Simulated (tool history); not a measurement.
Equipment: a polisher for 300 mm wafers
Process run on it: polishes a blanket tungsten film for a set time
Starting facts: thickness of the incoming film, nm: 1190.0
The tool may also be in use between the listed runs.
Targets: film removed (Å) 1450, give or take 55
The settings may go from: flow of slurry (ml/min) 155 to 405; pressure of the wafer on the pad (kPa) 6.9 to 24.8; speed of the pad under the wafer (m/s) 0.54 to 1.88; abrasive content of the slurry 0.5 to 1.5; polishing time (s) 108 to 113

run  hour  flow of slurry (ml/min)  pressure of the wafer on the pad (kPa)  speed of the pad under the wafer (m/s)  abrasive content of the slurry  polishing time (s)  film removed (Å)
  1     0                      260                                    15.9                                     1.2                               1                 108              4102
  2     8                      280                                    15.9                                     1.2                               1                 108              4153
  3  15.6                      310                                    15.9                                     1.2                               1                 108            4130.4
  4  20.2                      310                                    13.8                                    1.08                               1                 108            3328.7
  5  28.9                      310                                    12.4                                    0.98                               1                 108            2664.9
  6  33.2                      265                                    12.4                                    0.98                               1                 108            2650.4
  7  39.6                      265                                      11                                    0.94                               1                 108            2279.8
  8  46.7                      265                                    10.3                                     0.9                               1                 108            2044.8
  9  51.9                      265                                     6.9                                    0.78                               1                 108            1206.6
 10    59                      265                                     7.6                                    0.78                               1                 108            1332.8

4 next moves are on the table. One of them brings every result within its allowed miss. Which?
  A  66.1                      200                                     6.9                                    0.86                            1.15                 108                 ?
  B  66.1                      225                                     9.7                                    0.74                            1.05                 113                 ?
  C  66.1                      265                                     7.6                                    0.86                            0.95                 108                 ?
  D  66.1                      290                                    10.3                                    0.66                             0.9                 113                 ?

move  film removed (Å)
   A            1307.5
   B            1623.2
   C            1423.9
   D            1550.3
A: lands further from the targets than the last run did
B: moves the result that the last run missed by most past its target, out the other side
C: each result inside its tolerance
D: moves the result that the last run missed by most past its target, out the other side
Correct choice: C, which meets every target
